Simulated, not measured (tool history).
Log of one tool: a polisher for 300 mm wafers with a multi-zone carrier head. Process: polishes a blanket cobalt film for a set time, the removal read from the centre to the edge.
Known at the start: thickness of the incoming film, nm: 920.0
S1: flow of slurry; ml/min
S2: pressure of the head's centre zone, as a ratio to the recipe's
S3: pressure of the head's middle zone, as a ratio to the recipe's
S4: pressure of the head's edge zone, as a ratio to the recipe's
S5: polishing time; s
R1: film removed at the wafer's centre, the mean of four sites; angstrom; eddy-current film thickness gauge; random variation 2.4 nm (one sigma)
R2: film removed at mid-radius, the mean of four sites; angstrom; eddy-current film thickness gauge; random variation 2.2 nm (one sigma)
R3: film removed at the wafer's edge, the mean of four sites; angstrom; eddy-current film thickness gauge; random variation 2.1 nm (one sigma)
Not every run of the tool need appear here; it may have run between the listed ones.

run 1 day=0.000 | S1=315 S2=1.00 S3=1.00 S4=1.00 S5=47 | R1=3811.9 R2=3664.5 R3=3767.7
run 2 day=0.229 | S1=315 S2=1.00 S3=1.00 S4=1.08 S5=47 | R1=3871.3 R2=3625.2 R3=3815.7
run 3 day=0.300 | S1=315 S2=1.00 S3=0.96 S4=1.08 S5=47 | R1=3840.6 R2=3526.7 R3=3910.9
run 4 day=0.562 | S1=350 S2=1.00 S3=0.96 S4=1.08 S5=47 | R1=3912.1 R2=3600.2 R3=4016.1
run 5 day=0.733 | S1=300 S2=1.00 S3=0.96 S4=1.08 S5=47 | R1=3747.3 R2=3488.7 R3=3872.7
run 6 day=0.821 | S1=290 S2=1.02 S3=0.95 S4=1.07 S5=44 | R1=3564.9 R2=3292.8 R3=3617.9

Predict the results of run 7:
run 7 day=0.871 | S1=280 S2=1.04 S3=0.94 S4=1.06 S5=42 | R1=? R2=? R3=?

R1: 3516.4 angstrom
R2: 3041.4 angstrom
R3: 3512.8 angstrom
